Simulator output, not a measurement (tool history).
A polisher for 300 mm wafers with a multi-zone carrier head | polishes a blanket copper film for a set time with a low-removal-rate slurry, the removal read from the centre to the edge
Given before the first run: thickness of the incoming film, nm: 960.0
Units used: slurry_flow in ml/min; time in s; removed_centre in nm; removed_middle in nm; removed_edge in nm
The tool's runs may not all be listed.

run  hour  slurry_flow  centre_zone  middle_zone  edge_zone  slurry_solids  time  removed_centre  removed_middle  removed_edge
  1     0          230            1            1          1              1    39          96.082          95.962         92.61
  2   8.2          215         0.94         1.01       0.99           0.85    36          76.085          84.021        80.043
  3  10.6          215         0.94         1.01       1.02           0.85    36          76.759           82.55        81.503
  4  12.7          215         0.94         1.01       1.02              1    36          82.251          87.999        86.885
  5  20.1          235         0.94         1.01       1.02              1    36          82.942          89.559        86.017
  6  28.3          235         0.94         0.97       1.02              1    36           82.62          86.227        85.786
  7    37          235          0.9         0.97       0.98           0.85    36          74.398          81.531        81.541
  8  37.5          230         0.88         0.99       0.95           0.75    35          66.689           77.46        76.213
  9  39.6          225         0.88         1.01       0.92            0.7    34          64.379          74.106        69.103

For run 10, what comes out?
 10  41.1          175         0.81         1.07       0.97            0.5    33               ?               ?             ?

{"run 10": {"removed_centre": 46.921, "removed_middle": 62.808, "removed_edge": 57.233}}

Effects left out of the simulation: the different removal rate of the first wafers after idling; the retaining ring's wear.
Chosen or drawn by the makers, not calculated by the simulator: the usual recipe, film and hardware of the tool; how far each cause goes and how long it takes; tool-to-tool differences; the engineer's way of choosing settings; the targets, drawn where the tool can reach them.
